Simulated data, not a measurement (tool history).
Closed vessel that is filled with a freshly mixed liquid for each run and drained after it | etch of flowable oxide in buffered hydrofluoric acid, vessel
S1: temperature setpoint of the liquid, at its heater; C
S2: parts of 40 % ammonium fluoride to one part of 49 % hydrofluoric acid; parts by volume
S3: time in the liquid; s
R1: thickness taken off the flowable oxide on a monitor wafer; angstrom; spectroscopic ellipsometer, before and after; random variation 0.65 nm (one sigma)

run,hour,S1,S2,S3,R1
1,0.0,20.0,10.0,90,1587.3
2,2.9,20.0,8.5,90,1777.1
3,7.6,20.0,8.5,95,1865.6
4,12.0,22.5,8.5,95,2174.4
5,14.3,22.5,8.5,90,2049.9
# hour 20.4: thermometer replaced
6,20.4,21.0,9.0,90,1949.0
7,23.7,20.0,10.0,90,1706.3

Run 8 comes next. What will it give?
8,30.4,17.0,12.0,90,?

R1: 1207.8 angstrom
